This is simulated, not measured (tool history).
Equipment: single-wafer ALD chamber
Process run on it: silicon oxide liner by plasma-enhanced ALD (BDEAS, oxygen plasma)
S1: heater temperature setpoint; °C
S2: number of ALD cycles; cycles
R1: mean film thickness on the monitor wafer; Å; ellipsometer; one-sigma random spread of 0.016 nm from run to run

Run 1, hour 0: S1 320 °C, S2 46 cycles. Result: R1 42.692 Å.
Run 2, hour 5.7: S1 320 °C, S2 48 cycles. Result: R1 44.353 Å.
Run 3, hour 7.3: S1 320 °C, S2 50 cycles. Result: R1 46.352 Å.
Run 4, hour 13.1: S1 320 °C, S2 52 cycles. Result: R1 47.94 Å.
Run 5, hour 14.6: S1 320 °C, S2 53 cycles. Result: R1 49.087 Å.
Run 6, hour 21.3: S1 320 °C, S2 48 cycles. Result: R1 44.465 Å.
Run 7, hour 26.2: S1 320 °C, S2 50 cycles. Result: R1 46.322 Å.
Run 8, hour 28: S1 320 °C, S2 52 cycles. Result: R1 48.01 Å.
Run 9, hour 36.1: S1 320 °C, S2 53 cycles. Result: R1 49.068 Å.

What will run 10 give?
Run 10, hour 42.1: S1 320 °C, S2 54 cycles. Result: R1 ?.

R1: 50.016 Å
